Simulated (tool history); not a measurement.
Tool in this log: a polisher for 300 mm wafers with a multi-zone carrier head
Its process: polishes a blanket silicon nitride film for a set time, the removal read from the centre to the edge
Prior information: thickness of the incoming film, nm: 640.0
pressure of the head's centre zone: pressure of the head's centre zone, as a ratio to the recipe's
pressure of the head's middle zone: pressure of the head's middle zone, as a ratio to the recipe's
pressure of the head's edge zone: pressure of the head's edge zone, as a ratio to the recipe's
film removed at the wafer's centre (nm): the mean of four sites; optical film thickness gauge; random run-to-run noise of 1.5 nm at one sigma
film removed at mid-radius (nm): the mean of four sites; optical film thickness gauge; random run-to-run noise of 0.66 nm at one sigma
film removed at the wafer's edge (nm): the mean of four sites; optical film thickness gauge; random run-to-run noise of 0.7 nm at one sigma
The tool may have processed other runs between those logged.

run    day  flow of slurry (ml/min)  pressure of the head's centre zone  pressure of the head's middle zone  pressure of the head's edge zone  polishing time (s)  film removed at the wafer's centre (nm)  film removed at mid-radius (nm)  film removed at the wafer's edge (nm)
  1  0.000                      290                                1.00                                1.00                              1.00                  55                                   102.85                           99.610                                  99.46
  2  0.229                      290                                1.01                                0.97                              1.04                  55                                   100.87                           96.127                                 101.55
  3  0.258                      290                                1.07                                0.97                              1.04                  55                                   103.32                           97.174                                 101.68
  4  0.496                      295                                1.09                                0.94                              1.05                  56                                   111.16                           96.983                                 104.88
  5  0.683                      295                                1.09                                1.01                              1.05                  56                                   110.21                          103.130                                 103.79
  6  0.842                      295                                1.09                                1.01                              0.99                  56                                   109.94                          102.700                                 101.17
  7  0.862                      290                                1.09                                0.97                              1.02                  56                                   109.41                           99.190                                 102.62

Estimate the outcome of run 8 from the log above:
  8  1.158                      290                                1.09                                0.94                              1.04                  56                                        ?                                ?                                      ?

film removed at the wafer's centre (nm): 108.63
film removed at mid-radius (nm): 95.873
film removed at the wafer's edge (nm): 104.35
